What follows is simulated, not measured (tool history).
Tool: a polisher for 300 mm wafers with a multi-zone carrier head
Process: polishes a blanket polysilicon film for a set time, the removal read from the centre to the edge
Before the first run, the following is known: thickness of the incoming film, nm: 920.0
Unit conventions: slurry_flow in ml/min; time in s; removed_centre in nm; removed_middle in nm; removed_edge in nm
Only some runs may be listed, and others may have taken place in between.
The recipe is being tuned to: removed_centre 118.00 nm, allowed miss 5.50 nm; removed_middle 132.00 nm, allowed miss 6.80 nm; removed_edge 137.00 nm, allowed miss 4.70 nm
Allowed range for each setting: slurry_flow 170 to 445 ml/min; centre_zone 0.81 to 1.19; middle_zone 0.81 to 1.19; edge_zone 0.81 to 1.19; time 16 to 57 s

Run 1, day 0.000: slurry_flow 285 ml/min, centre_zone 1.00, middle_zone 1.00, edge_zone 1.00, time 36 s. Result: removed_centre 268.19 nm, removed_middle 261.61 nm, removed_edge 255.14 nm.
Run 2, day 0.333: slurry_flow 285 ml/min, centre_zone 1.00, middle_zone 1.03, edge_zone 1.00, time 36 s. Result: removed_centre 265.21 nm, removed_middle 267.57 nm, removed_edge 258.40 nm.
Run 3, day 0.671: slurry_flow 250 ml/min, centre_zone 0.94, middle_zone 0.99, edge_zone 0.99, time 30 s. Result: removed_centre 202.61 nm, removed_middle 211.04 nm, removed_edge 213.97 nm.
Run 4, day 0.838: slurry_flow 315 ml/min, centre_zone 0.94, middle_zone 0.99, edge_zone 0.99, time 30 s. Result: removed_centre 208.55 nm, removed_middle 214.96 nm, removed_edge 212.19 nm.
Run 5, day 1.062: slurry_flow 315 ml/min, centre_zone 0.94, middle_zone 0.99, edge_zone 1.03, time 30 s. Result: removed_centre 211.01 nm, removed_middle 218.88 nm, removed_edge 222.05 nm.
Run 6, day 1.200: slurry_flow 315 ml/min, centre_zone 0.94, middle_zone 0.99, edge_zone 0.96, time 30 s. Result: removed_centre 218.39 nm, removed_middle 220.15 nm, removed_edge 212.00 nm.
Run 7, day 1.308: slurry_flow 285 ml/min, centre_zone 0.90, middle_zone 0.97, edge_zone 0.95, time 26 s. Result: removed_centre 172.14 nm, removed_middle 183.97 nm, removed_edge 184.53 nm.
Run 8, day 1.671: slurry_flow 280 ml/min, centre_zone 0.87, middle_zone 0.95, edge_zone 0.92, time 24 s. Result: removed_centre 151.65 nm, removed_middle 166.20 nm, removed_edge 168.12 nm.
Run 9, day 1.708: slurry_flow 275 ml/min, centre_zone 0.85, middle_zone 0.93, edge_zone 0.90, time 23 s. Result: removed_centre 142.11 nm, removed_middle 153.65 nm, removed_edge 155.95 nm.
Run 10, day 1.946: slurry_flow 255 ml/min, centre_zone 0.84, middle_zone 0.92, edge_zone 0.89, time 22 s. Result: removed_centre 135.95 nm, removed_middle 146.69 nm, removed_edge 148.74 nm.
Run 11, day 2.046: slurry_flow 245 ml/min, centre_zone 0.83, middle_zone 0.92, edge_zone 0.90, time 21 s. Result: removed_centre 127.42 nm, removed_middle 137.89 nm, removed_edge 142.94 nm.
Run 12, day 2.138: slurry_flow 235 ml/min, centre_zone 0.82, middle_zone 0.93, edge_zone 0.90, time 21 s. Result: removed_centre 125.50 nm, removed_middle 136.48 nm, removed_edge 141.69 nm.
Run 13, day 2.283: slurry_flow 230 ml/min, centre_zone 0.82, middle_zone 0.94, edge_zone 0.91, time 21 s. Result: removed_centre 124.03 nm, removed_middle 138.60 nm, removed_edge 141.61 nm.
Run 14, day 2.329: slurry_flow 220 ml/min, centre_zone 0.82, middle_zone 0.94, edge_zone 0.91, time 21 s. Result: removed_centre 123.27 nm, removed_middle 142.93 nm, removed_edge 140.26 nm.

Which single option among these 4 for the next run brings every result within its allowed miss of target? Just one does.
Run A, day 2.375: slurry_flow 195 ml/min, centre_zone 0.85, middle_zone 0.96, edge_zone 1.00, time 20 s. Result: removed_centre ?, removed_middle ?, removed_edge ?.
Run B, day 2.375: slurry_flow 255 ml/min, centre_zone 0.81, middle_zone 1.11, edge_zone 0.96, time 20 s. Result: removed_centre ?, removed_middle ?, removed_edge ?.
Run C, day 2.375: slurry_flow 210 ml/min, centre_zone 0.81, middle_zone 1.01, edge_zone 0.87, time 21 s. Result: removed_centre ?, removed_middle ?, removed_edge ?.
Run D, day 2.375: slurry_flow 175 ml/min, centre_zone 0.81, middle_zone 1.08, edge_zone 0.89, time 22 s. Result: removed_centre ?, removed_middle ?, removed_edge ?.

move  removed_centre  removed_middle  removed_edge
   A          117.47          133.36        136.95
   B          117.19          157.13        138.13
   C          119.20          148.05        135.90
   D          120.37          158.82        140.27
A: every result within its allowed miss
B: moves away from the targets compared with the last run
C: moves away from the targets compared with the last run
D: moves away from the targets compared with the last run
Correct choice: A, which meets every target

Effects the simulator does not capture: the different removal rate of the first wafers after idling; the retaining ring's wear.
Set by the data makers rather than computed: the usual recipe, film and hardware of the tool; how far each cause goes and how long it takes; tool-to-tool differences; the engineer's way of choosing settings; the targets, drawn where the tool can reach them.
